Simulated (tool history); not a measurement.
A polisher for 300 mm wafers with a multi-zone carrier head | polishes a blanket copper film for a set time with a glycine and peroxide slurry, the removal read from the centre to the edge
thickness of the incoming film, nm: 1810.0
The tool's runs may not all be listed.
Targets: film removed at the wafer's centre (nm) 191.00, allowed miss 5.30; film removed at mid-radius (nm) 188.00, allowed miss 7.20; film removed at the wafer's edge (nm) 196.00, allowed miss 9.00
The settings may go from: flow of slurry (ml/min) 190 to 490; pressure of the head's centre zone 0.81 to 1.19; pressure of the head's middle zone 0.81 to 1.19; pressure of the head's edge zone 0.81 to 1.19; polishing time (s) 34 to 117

run,hour,flow of slurry (ml/min),pressure of the head's centre zone,pressure of the head's middle zone,pressure of the head's edge zone,polishing time (s),film removed at the wafer's centre (nm),film removed at mid-radius (nm),film removed at the wafer's edge (nm)
1,0.0,315,1.00,1.00,1.00,75,328.64,321.80,321.44
2,5.1,315,1.05,1.00,1.00,75,343.63,327.66,331.10
3,7.8,315,1.05,1.00,1.00,84,386.87,356.36,364.63
4,12.0,360,1.05,1.00,1.00,84,387.89,371.23,354.14
5,12.9,360,1.02,0.97,0.98,75,341.86,314.25,325.11
6,18.3,360,0.95,0.97,0.98,75,312.59,319.83,328.38
7,24.8,370,0.95,0.97,0.97,67,281.31,279.16,282.19
8,29.3,375,0.93,0.96,0.95,62,253.44,256.72,271.96
9,33.6,385,0.94,0.97,0.94,57,237.35,240.19,244.44
10,40.7,390,0.94,0.96,0.93,54,224.74,224.81,229.87
11,43.6,390,0.94,0.95,0.91,52,217.17,216.72,219.54
12,51.6,390,0.93,0.94,0.90,51,208.78,210.85,213.63
13,58.3,385,0.93,0.92,0.89,51,211.19,207.36,210.81
14,59.1,385,0.92,0.90,0.88,51,208.23,203.90,210.29
15,61.4,385,0.91,0.89,0.87,51,203.35,197.43,210.80
16,68.7,385,0.91,0.89,0.86,51,208.11,199.06,208.27
17,77.7,345,0.85,0.86,0.81,48,179.89,179.55,190.43
18,82.8,350,0.86,0.87,0.82,48,181.54,182.93,198.04
19,90.9,355,0.87,0.87,0.82,48,186.52,185.64,194.36

4 next moves are on the table. One of them brings every result within its allowed miss. Which?
A,99.0,345,0.83,0.84,0.92,49,?,?,?
B,99.0,375,0.88,0.86,0.81,49,?,?,?
C,99.0,360,0.85,0.85,0.84,48,?,?,?
D,99.0,445,0.81,0.90,0.84,49,?,?,?

move,film removed at the wafer's centre (nm),film removed at mid-radius (nm),film removed at the wafer's edge (nm)
A,179.19,182.20,203.90
B,191.38,186.85,193.99
C,180.44,180.78,192.52
D,178.27,196.26,198.54
A: further off than the last run
B: meets every target
C: further off than the last run
D: further off than the last run
The right move is B.
